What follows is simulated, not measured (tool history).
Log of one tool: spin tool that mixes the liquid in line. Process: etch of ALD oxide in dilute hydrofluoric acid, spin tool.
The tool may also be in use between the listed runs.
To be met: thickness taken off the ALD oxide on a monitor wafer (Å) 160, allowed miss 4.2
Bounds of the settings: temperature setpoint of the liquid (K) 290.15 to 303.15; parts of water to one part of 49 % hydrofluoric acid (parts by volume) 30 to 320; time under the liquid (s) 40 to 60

run,hour,temperature setpoint of the liquid (K),parts of water to one part of 49 % hydrofluoric acid (parts by volume),time under the liquid (s),thickness taken off the ALD oxide on a monitor wafer (Å)
1,0,295.15,175,60,92.333
2,9,297.65,165,60,110.09
3,10.3,299.15,160,60,120.1
4,12.8,300.15,155,60,128.16
5,21.8,300.15,155,40,86.583
6,27.9,302.15,155,40,92.544
7,30,301.65,135,40,107.26
8,36.1,301.65,115,40,127.44
9,38,301.65,105,40,141.84
10,45.6,301.65,100,40,150.08
11,48.4,301.15,100,40,147.65

4 next moves are on the table. One of them brings every result within its allowed miss. Which?
A,51.2,303.15,105,40,?
B,51.2,301.65,95,40,?
C,51.2,300.15,95,40,?
D,51.2,300.65,95,40,?

move,thickness taken off the ALD oxide on a monitor wafer (Å)
A,150.98
B,159.89
C,150.93
D,153.88
A: nearer than the last run, and not there yet
B: meets every target
C: nearer than the last run, and not there yet
D: nearer than the last run, and not there yet
Move B is the one to make.
